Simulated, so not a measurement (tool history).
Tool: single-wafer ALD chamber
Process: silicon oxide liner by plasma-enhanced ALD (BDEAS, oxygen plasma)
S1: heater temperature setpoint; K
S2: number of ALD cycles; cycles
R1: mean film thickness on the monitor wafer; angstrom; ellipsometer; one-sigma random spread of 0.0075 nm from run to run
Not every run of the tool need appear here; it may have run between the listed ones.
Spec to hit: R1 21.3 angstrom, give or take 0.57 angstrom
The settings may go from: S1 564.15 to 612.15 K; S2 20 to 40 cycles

{"run": 1, "hour": 0.0, "S1": 588.15, "S2": 30, "R1": 27.041}
{"run": 2, "hour": 4.8, "S1": 588.15, "S2": 29, "R1": 26.229}
{"run": 3, "hour": 13.2, "S1": 588.15, "S2": 31, "R1": 28.253}
{"run": 4, "hour": 20.5, "S1": 588.15, "S2": 29, "R1": 26.414}
{"run": 5, "hour": 21.4, "S1": 588.15, "S2": 27, "R1": 24.58}
{"run": 6, "hour": 26.9, "S1": 594.15, "S2": 27, "R1": 24.413}
{"run": 7, "hour": 31.8, "S1": 594.15, "S2": 26, "R1": 23.303}
{"run": 8, "hour": 39.7, "S1": 595.15, "S2": 26, "R1": 23.406}

Below are 4 possible settings for the next run. Only one of them brings all results inside the allowed miss of their targets. Which is it?
{"run": "A", "hour": 47.6, "S1": 600.15, "S2": 25, "R1": "?"}
{"run": "B", "hour": 47.6, "S1": 594.15, "S2": 25, "R1": "?"}
{"run": "C", "hour": 47.6, "S1": 607.15, "S2": 26, "R1": "?"}
{"run": "D", "hour": 47.6, "S1": 601.15, "S2": 24, "R1": "?"}

move=A R1=22.166
move=B R1=22.362
move=C R1=22.815
move=D R1=21.248
A: an improvement on the last run, though not all results are within tolerance
B: an improvement on the last run, though not all results are within tolerance
C: an improvement on the last run, though not all results are within tolerance
D: each result inside its tolerance
D meets every target.

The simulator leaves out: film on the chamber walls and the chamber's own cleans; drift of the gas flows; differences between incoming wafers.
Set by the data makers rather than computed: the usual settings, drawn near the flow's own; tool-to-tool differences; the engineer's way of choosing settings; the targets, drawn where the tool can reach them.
